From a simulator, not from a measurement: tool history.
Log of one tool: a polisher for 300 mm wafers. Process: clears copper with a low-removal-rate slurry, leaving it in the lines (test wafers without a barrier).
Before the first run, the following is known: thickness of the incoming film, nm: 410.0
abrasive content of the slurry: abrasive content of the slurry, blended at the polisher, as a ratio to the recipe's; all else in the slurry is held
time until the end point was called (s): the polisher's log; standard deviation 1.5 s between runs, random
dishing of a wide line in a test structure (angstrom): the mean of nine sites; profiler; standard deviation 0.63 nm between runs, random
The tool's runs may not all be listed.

run,hour,flow of slurry (ml/min),pressure of the wafer on the pad (kPa),speed of the pad under the wafer (cm/s),abrasive content of the slurry,overpolish time after the end point (s),time until the end point was called (s),dishing of a wide line in a test structure (angstrom)
1,0,240,15.9,114,1,27,140.71,451.41
2,1,240,15.9,114,1,23,144.22,411.92
3,5.2,240,17.2,114,1,24,134,439.93
4,11.4,240,20.7,114,1,24,120.48,496.74
5,18.8,240,22.1,114,1,24,114.59,505.87
6,20,240,22.1,114,1,19,117.09,427.55

For run 7, what comes out?
7,26.6,240,22.1,118,1,21,?,?

{"run 7": {"time until the end point was called (s)": 110.16, "dishing of a wide line in a test structure (angstrom)": 473.37}}
